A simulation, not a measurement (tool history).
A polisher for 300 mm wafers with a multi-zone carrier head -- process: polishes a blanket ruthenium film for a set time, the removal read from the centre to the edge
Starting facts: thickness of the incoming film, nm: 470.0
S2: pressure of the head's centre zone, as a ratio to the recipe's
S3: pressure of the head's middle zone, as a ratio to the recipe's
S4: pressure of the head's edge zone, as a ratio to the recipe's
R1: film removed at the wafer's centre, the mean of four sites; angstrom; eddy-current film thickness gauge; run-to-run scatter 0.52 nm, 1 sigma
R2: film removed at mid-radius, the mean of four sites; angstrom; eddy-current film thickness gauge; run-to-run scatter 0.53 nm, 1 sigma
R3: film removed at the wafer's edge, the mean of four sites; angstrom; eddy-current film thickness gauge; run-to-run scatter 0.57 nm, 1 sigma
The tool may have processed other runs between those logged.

run 1 hour=0 | flow_of_slurry_(ml/min)=270 S2=1 S3=1 S4=1 polishing_time_(s)=54 | R1=590.16 R2=592.25 R3=582.16
run 2 hour=6.3 | flow_of_slurry_(ml/min)=270 S2=1 S3=1 S4=1 polishing_time_(s)=66 | R1=714.8 R2=736.32 R3=712.97
run 3 hour=10.4 | flow_of_slurry_(ml/min)=330 S2=1 S3=1 S4=1 polishing_time_(s)=66 | R1=738.95 R2=736.24 R3=723.6
run 4 hour=18.9 | flow_of_slurry_(ml/min)=330 S2=1 S3=1 S4=1.05 polishing_time_(s)=66 | R1=724.2 R2=736.71 R3=746.82
run 5 hour=21.2 | flow_of_slurry_(ml/min)=330 S2=1 S3=1.07 S4=1.05 polishing_time_(s)=66 | R1=731.83 R2=790.77 R3=730.19
run 6 hour=29.6 | flow_of_slurry_(ml/min)=325 S2=0.97 S3=1.06 S4=1.03 polishing_time_(s)=60 | R1=631.57 R2=698.97 R3=653.63
run 7 hour=36.2 | flow_of_slurry_(ml/min)=325 S2=0.95 S3=1.05 S4=1.01 polishing_time_(s)=55 | R1=580.86 R2=635.48 R3=598.79

Run 8 has not been measured yet. What should we expect?
run 8 hour=40.3 | flow_of_slurry_(ml/min)=325 S2=0.95 S3=1.05 S4=1.01 polishing_time_(s)=55 | R1=? R2=? R3=?

R1: 578.04 angstrom
R2: 634.5 angstrom
R3: 602.33 angstrom

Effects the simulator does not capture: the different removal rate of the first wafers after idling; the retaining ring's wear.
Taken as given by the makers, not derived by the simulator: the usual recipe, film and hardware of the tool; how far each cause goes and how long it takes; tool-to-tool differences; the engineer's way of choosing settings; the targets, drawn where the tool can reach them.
